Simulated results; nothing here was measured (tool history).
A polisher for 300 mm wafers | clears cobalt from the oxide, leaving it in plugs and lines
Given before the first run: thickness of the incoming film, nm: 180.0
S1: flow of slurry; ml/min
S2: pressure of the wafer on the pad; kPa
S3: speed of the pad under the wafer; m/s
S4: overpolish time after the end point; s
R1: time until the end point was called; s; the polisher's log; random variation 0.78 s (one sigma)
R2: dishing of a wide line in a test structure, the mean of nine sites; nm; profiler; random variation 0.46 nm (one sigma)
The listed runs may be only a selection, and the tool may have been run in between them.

run,day,S1,S2,S3,S4,R1,R2
1,0,195,14.5,1.26,9,26.515,34.872
2,0.25,225,14.5,1.26,9,25.491,34.322
3,0.362,260,14.5,1.26,9,24.904,35.434
4,0.65,260,17.2,1.26,9,21.614,35.609
5,0.829,260,17.2,1.5,9,18.573,39.345
6,1.046,230,17.2,1.5,9,18.934,36.362
7,1.142,210,16.5,1.34,8,21.908,34.208
8,1.492,195,15.9,1.2,7,25.654,31.301
9,1.6,180,15.2,1.1,6,28.802,26.861

Run 10 has not been measured yet. What should we expect?
10,1.717,180,13.8,1.08,6,?,?

R1: 32.716 s
R2: 26.032 nm

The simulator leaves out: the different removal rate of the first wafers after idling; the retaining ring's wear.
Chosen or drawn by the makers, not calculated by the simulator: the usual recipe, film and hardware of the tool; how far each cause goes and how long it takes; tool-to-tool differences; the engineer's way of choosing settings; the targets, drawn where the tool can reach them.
